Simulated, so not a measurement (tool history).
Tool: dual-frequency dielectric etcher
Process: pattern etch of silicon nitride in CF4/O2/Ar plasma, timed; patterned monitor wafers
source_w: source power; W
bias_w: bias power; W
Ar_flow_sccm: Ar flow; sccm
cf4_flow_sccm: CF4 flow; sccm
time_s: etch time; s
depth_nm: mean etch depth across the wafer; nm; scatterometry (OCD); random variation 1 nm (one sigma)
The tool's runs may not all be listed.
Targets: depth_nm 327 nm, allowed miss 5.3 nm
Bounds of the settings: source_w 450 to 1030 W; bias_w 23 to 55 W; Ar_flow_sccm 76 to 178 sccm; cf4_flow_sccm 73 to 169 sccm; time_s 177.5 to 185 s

run,hour,source_w,bias_w,Ar_flow_sccm,cf4_flow_sccm,time_s,depth_nm
1,0,740,39,127,121,177.5,443.3
2,4.8,690,39,127,121,177.5,422.33
3,13.6,600,39,127,121,177.5,381.84
4,19.8,600,39,127,121,185,399.6
5,22,600,46,127,121,185,417.94
6,25.7,600,46,127,121,185,420.44
7,33.4,570,44,129,120,185,398
8,34.1,450,37,135,118,185,318.48

Which of these 4 next moves meets every target?
A,34.8,450,34,135,154,179,?
B,34.8,450,44,135,114,179.5,?
C,34.8,450,33,130,132,185,?
D,34.8,450,40,136,129,178,?

move,depth_nm
A,313.61
B,326.36
C,315.75
D,319.2
A: further off than the last run
B: meets every target
C: further off than the last run
D: nearer than the last run, and not there yet
Move B is the one to make.
